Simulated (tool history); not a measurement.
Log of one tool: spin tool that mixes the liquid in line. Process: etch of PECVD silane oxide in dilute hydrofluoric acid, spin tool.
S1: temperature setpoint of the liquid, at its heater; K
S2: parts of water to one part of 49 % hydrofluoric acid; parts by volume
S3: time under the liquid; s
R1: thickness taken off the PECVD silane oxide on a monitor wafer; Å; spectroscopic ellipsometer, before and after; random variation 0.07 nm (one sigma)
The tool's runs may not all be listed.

run	hour	S1	S2	S3	R1
1	0	296.15	180	220	165.25
2	4.5	296.15	180	235	183.02
3	13.2	296.15	115	235	301.77
4	21.5	297.65	115	235	321.02
5	24.7	296.15	140	235	240.18
6	29.9	295.15	160	235	197.13
7	35.2	291.15	230	235	110.83

What will run 8 give?
8	36.1	291.15	240	235	?

{"run 8": {"R1": 104.96}}
